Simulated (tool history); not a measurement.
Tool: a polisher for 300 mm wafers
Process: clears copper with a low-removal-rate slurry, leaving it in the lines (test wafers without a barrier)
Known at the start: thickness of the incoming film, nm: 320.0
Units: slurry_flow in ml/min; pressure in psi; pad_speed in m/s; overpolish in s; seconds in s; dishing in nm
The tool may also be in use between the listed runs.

| run | hour | slurry_flow | pressure | pad_speed | slurry_solids | overpolish | seconds | dishing |
|---|---|---|---|---|---|---|---|---|
| 1 | 0 | 270 | 2.3 | 0.84 | 1 | 30 | 151.52 | 40.043 |
| 2 | 1.2 | 270 | 2.2 | 0.84 | 1 | 31 | 158.8 | 38.55 |
| 3 | 7.9 | 270 | 2.1 | 0.84 | 1 | 32 | 162.23 | 38.16 |
| 4 | 11.8 | 270 | 2.1 | 0.84 | 0.85 | 32 | 168.07 | 37.858 |
| 5 | 19.4 | 270 | 2.1 | 0.92 | 0.85 | 32 | 157.2 | 38.333 |
| 6 | 25.1 | 270 | 2 | 0.9 | 0.85 | 33 | 163.21 | 38.036 |
| 7 | 29.7 | 270 | 1.9 | 0.88 | 0.85 | 34 | 175.77 | 36.376 |
| 8 | 35.7 | 270 | 1.9 | 0.88 | 0.85 | 35 | 179.7 | 37.775 |

Forecast run 9:
| 9 | 41.7 | 270 | 1.5 | 0.86 | 0.85 | 41 | ? | ? |

{"run 9": {"seconds": 217.27, "dishing": 35.465}}
